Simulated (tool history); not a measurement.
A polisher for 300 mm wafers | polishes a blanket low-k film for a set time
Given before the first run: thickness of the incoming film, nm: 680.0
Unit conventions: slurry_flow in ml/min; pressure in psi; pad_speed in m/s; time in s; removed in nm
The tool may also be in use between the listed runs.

| run | hour | slurry_flow | pressure | pad_speed | slurry_solids | time | removed |
|---|---|---|---|---|---|---|---|
| 1 | 0 | 240 | 2 | 1.04 | 1 | 31 | 14.814 |
| 2 | 8.4 | 215 | 2 | 1.04 | 1 | 31 | 14.545 |
| 3 | 16.6 | 225 | 2 | 1.04 | 1 | 31 | 14.751 |
| 4 | 20.6 | 235 | 2 | 1.04 | 1 | 31 | 14.784 |
| 5 | 21.9 | 235 | 2 | 0.82 | 1 | 31 | 12.607 |
| 6 | 26.8 | 210 | 2 | 0.82 | 1 | 31 | 12.498 |

What will run 7 give?
| 7 | 31.5 | 215 | 2.1 | 0.82 | 1 | 31 | ? |

removed: 13.035 nm
